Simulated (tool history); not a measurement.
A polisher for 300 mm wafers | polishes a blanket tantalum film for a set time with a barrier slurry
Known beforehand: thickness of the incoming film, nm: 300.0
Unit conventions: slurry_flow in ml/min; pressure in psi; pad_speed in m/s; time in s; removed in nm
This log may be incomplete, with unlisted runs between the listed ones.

| run | hour | slurry_flow | pressure | pad_speed | slurry_solids | time | removed |
|---|---|---|---|---|---|---|---|
| 1 | 0.0 | 140 | 2.2 | 0.92 | 1.0 | 50 | 92.058 |
| 2 | 2.2 | 140 | 2.0 | 0.86 | 1.0 | 50 | 77.105 |
| 3 | 4.5 | 140 | 2.0 | 0.86 | 1.0 | 52 | 79.443 |
| 4 | 12.3 | 140 | 2.0 | 0.74 | 1.0 | 52 | 67.970 |
| 5 | 13.8 | 140 | 2.0 | 0.74 | 0.8 | 52 | 65.826 |
| 6 | 19.9 | 140 | 1.8 | 0.74 | 0.8 | 52 | 59.735 |
| 7 | 21.5 | 140 | 1.6 | 0.74 | 0.8 | 52 | 52.021 |

Run 8 has not been measured yet. What should we expect?
| 8 | 29.4 | 140 | 1.5 | 0.74 | 0.8 | 52 | ? |

{"run 8": {"removed": 50.353}}
